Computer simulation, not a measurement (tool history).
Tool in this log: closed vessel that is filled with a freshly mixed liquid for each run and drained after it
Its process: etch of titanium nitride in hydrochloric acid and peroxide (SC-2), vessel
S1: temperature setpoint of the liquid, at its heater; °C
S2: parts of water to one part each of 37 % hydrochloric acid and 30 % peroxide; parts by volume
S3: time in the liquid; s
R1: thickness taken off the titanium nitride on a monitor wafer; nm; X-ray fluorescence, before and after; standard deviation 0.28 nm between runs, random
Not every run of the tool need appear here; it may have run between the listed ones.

run,hour,S1,S2,S3,R1
1,0.0,63.0,7.5,385,29.290
2,6.7,63.0,6.5,385,32.632
3,10.1,63.0,6.5,295,24.906
4,17.1,65.5,6.5,295,28.815
5,22.9,67.5,6.0,295,34.630
6,25.2,68.5,6.0,295,36.726

For run 7, what comes out?
7,34.0,69.5,6.0,295,?

{"run 7": {"R1": 39.335}}

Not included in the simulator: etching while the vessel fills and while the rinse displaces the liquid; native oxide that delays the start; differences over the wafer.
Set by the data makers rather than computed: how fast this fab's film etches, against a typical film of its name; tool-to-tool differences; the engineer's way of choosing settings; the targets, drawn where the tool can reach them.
